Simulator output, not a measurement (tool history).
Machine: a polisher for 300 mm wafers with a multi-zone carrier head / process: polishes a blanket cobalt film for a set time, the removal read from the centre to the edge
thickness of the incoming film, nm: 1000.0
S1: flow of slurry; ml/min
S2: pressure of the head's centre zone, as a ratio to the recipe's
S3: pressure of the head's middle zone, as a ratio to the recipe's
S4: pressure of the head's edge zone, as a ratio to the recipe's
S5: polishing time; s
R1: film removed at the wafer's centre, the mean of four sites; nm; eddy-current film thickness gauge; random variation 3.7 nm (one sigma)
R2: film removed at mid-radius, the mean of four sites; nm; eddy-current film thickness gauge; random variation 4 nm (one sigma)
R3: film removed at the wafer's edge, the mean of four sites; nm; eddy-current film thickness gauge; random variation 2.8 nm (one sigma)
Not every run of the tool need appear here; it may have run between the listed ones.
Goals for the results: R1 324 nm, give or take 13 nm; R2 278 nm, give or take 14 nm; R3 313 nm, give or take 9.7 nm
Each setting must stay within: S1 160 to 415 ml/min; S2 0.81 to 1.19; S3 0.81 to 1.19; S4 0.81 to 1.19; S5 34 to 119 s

run 1 hour=0 | S1=265 S2=1 S3=1 S4=1 S5=76 | R1=247.6 R2=240.3 R3=241.62
run 2 hour=8.4 | S1=265 S2=1 S3=1.03 S4=1 S5=76 | R1=241.3 R2=241.71 R3=246.2
run 3 hour=16.4 | S1=265 S2=1 S3=1.03 S4=1 S5=68 | R1=216.44 R2=214.86 R3=220.65
run 4 hour=17.3 | S1=265 S2=1.01 S3=1.02 S4=1.03 S5=71 | R1=227.43 R2=232.95 R3=231.62
run 5 hour=23 | S1=260 S2=0.99 S3=1 S4=1.02 S5=75 | R1=233.13 R2=237.6 R3=241.56
run 6 hour=25.1 | S1=260 S2=0.99 S3=1 S4=0.94 S5=75 | R1=237.8 R2=235.72 R3=234.72
run 7 hour=32.8 | S1=260 S2=1 S3=0.97 S4=0.97 S5=77 | R1=244.01 R2=234.98 R3=245.06
run 8 hour=36.4 | S1=260 S2=1.01 S3=0.96 S4=0.98 S5=79 | R1=256.53 R2=245.24 R3=253.66
run 9 hour=42.7 | S1=260 S2=1.02 S3=0.94 S4=1 S5=80 | R1=259.48 R2=247.13 R3=259.19

Which of these 4 next moves meets every target?
run A hour=49 | S1=305 S2=0.98 S3=1.19 S4=0.94 S5=90 | R1=? R2=? R3=?
run B hour=49 | S1=220 S2=1.13 S3=0.92 S4=0.91 S5=93 | R1=? R2=? R3=?
run C hour=49 | S1=250 S2=1.07 S3=0.81 S4=1.02 S5=97 | R1=? R2=? R3=?
run D hour=49 | S1=330 S2=1.18 S3=0.85 S4=0.88 S5=92 | R1=? R2=? R3=?

move=A R1=287.99 R2=320.89 R3=283.06
move=B R1=325.12 R2=280.19 R3=280.48
move=C R1=328.3 R2=281.07 R3=311.52
move=D R1=353.47 R2=280.56 R3=283.96
A: moves toward the targets from the last run without getting all of them in spec
B: moves toward the targets from the last run without getting all of them in spec
C: meets every target
D: moves toward the targets from the last run without getting all of them in spec
C is the move that brings every result within its allowed miss.
